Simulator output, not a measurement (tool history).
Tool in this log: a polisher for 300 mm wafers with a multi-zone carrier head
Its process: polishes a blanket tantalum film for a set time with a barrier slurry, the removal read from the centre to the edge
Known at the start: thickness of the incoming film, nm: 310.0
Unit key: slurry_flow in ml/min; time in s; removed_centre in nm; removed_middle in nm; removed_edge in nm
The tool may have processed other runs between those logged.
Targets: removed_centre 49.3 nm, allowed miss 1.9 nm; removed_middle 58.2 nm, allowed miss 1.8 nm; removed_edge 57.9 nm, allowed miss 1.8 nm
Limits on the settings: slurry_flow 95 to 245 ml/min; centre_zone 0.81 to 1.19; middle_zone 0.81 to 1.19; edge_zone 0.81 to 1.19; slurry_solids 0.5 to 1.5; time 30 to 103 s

run,hour,slurry_flow,centre_zone,middle_zone,edge_zone,slurry_solids,time,removed_centre,removed_middle,removed_edge
1,0,155,1,1,1,1,66,90.778,89.211,90.924
2,5.6,140,0.94,0.99,0.97,0.85,61,74.137,77.319,78.064
3,9.7,140,0.94,0.99,0.97,0.75,61,71.645,74.72,74.715
4,17.3,140,0.94,1.08,0.97,0.75,61,69.804,79.101,74.466
5,18.3,140,0.94,1.03,0.97,0.75,61,70.617,76.051,74.175
6,26.7,140,0.94,1.03,0.94,0.75,61,71.267,76.028,73.121
7,30.4,130,0.9,1.01,0.94,0.65,58,59.447,66.432,66.261
8,34.2,125,0.88,1,0.91,0.6,58,56.473,63.29,61.626
9,35.9,95,0.81,0.97,0.93,0.55,58,46.643,54.305,57.458
10,39.5,100,0.81,0.98,0.92,0.55,58,48.098,55.128,57.648

Exercise: of the 4 proposed moves below, exactly one satisfies all targets within the stated allowed misses. Which move is it?
A,43.1,150,0.89,1.04,1.01,0.85,41,?,?,?
B,43.1,95,0.85,1.14,0.91,0.65,50,?,?,?
C,43.1,145,0.83,1.03,1.01,0.5,54,?,?,?
D,43.1,95,0.86,0.89,0.98,0.55,59,?,?,?

move,removed_centre,removed_middle,removed_edge
A,47.874,54.575,53.699
B,44.185,57.663,51.876
C,47.915,57.574,57.219
D,49.079,51.656,59.37
A: its largest miss is bigger than the last run's
B: brings the result that was furthest off to its target, and leaves another outside
C: every result lands within tolerance
D: its largest miss is bigger than the last run's
C is the move that brings every result within its allowed miss.
